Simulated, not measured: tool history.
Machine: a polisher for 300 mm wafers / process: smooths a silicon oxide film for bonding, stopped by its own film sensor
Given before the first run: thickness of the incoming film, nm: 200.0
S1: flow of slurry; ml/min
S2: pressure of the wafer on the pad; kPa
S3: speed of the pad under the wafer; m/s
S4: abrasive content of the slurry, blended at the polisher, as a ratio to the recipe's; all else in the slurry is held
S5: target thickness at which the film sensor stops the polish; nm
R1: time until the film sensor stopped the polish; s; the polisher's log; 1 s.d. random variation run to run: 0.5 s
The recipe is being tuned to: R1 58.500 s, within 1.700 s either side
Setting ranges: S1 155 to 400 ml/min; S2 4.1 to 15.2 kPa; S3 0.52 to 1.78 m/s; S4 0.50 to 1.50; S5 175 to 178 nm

run,hour,S1,S2,S3,S4,S5,R1
1,0.0,255,9.7,1.14,1.00,175,42.395
2,6.1,255,9.7,1.14,1.00,178,36.794
3,8.2,305,9.7,1.14,1.00,178,37.273
4,12.4,305,9.0,1.14,1.00,178,39.102
5,13.3,305,8.3,1.14,1.00,178,41.307
6,18.5,305,8.3,1.14,1.20,178,39.408
7,25.5,305,7.6,1.14,1.20,178,42.773
8,33.6,290,4.8,1.12,1.20,178,62.067
9,38.6,295,4.8,1.12,1.20,178,63.240
10,40.2,295,5.5,1.12,1.20,178,56.472
11,42.1,290,5.5,1.12,1.20,178,56.302
12,47.1,285,5.5,1.12,1.20,178,56.071
13,54.1,285,5.5,1.12,1.20,178,56.241
14,58.3,285,5.5,1.12,1.20,178,55.466
15,62.8,285,4.8,1.12,1.20,178,62.042
16,63.4,290,4.8,1.12,1.20,178,63.280
17,71.0,290,5.5,1.12,1.20,178,56.587
18,74.9,285,5.5,1.12,1.20,178,56.550
19,76.3,285,5.5,1.12,1.20,178,56.015

5 next moves are on the table. One of them brings every result within its allowed miss. Which?
A,77.7,265,6.2,1.30,1.40,175,?
B,77.7,285,5.5,1.26,1.25,177,?
C,77.7,325,5.5,1.26,1.20,177,?
D,77.7,300,6.2,0.78,1.30,178,?
E,77.7,280,6.2,1.18,1.30,176,?

move,R1
A,50.758
B,54.432
C,54.759
D,58.537
E,52.501
A: misses by more than the last run did
B: misses by more than the last run did
C: misses by more than the last run did
D: all results in spec
E: misses by more than the last run did
The move that meets every target is D.
